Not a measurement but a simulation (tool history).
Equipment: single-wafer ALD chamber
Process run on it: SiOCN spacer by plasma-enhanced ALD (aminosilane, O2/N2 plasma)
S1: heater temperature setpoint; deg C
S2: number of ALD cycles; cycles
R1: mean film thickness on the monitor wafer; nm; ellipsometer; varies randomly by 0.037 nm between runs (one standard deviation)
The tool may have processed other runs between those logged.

run	day	S1	S2	R1
1	0	415	108	6.7916
2	0.367	405	108	7.0476
3	0.408	414	108	6.7569
4	0.575	410	110	6.9972
5	0.896	407	112	7.2049
6	0.929	416	112	6.921

Expected results for the next run?
7	1.058	416	112	?

{"run 7": {"R1": 6.9497}}
